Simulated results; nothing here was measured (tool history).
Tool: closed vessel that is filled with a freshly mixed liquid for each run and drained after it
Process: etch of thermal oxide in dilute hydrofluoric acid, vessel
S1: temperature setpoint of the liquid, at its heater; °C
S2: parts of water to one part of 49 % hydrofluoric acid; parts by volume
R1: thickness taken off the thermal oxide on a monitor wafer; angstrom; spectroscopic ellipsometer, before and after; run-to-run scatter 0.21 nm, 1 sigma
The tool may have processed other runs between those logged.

{"run": 1, "hour": 0.0, "S1": 23, "S2": 240, "time in the liquid (s)": 3125, "R1": 522.87}
{"run": 2, "hour": 0.8, "S1": 23, "S2": 240, "time in the liquid (s)": 3330, "R1": 558.87}
{"run": 3, "hour": 6.2, "S1": 23, "S2": 240, "time in the liquid (s)": 3125, "R1": 518.35}
{"run": 4, "hour": 10.1, "S1": 21.5, "S2": 265, "time in the liquid (s)": 3125, "R1": 435.94}
{"run": 5, "hour": 17.3, "S1": 20.5, "S2": 285, "time in the liquid (s)": 3125, "R1": 386.81}
{"run": 6, "hour": 25.1, "S1": 19.5, "S2": 300, "time in the liquid (s)": 3125, "R1": 346.17}
{"run": 7, "hour": 30.0, "S1": 19, "S2": 310, "time in the liquid (s)": 3125, "R1": 329.66}

What does the tool deliver on the next run?
{"run": 8, "hour": 32.5, "S1": 18.5, "S2": 320, "time in the liquid (s)": 3125, "R1": "?"}

Logged for run 8: R1 306.34 angstrom.
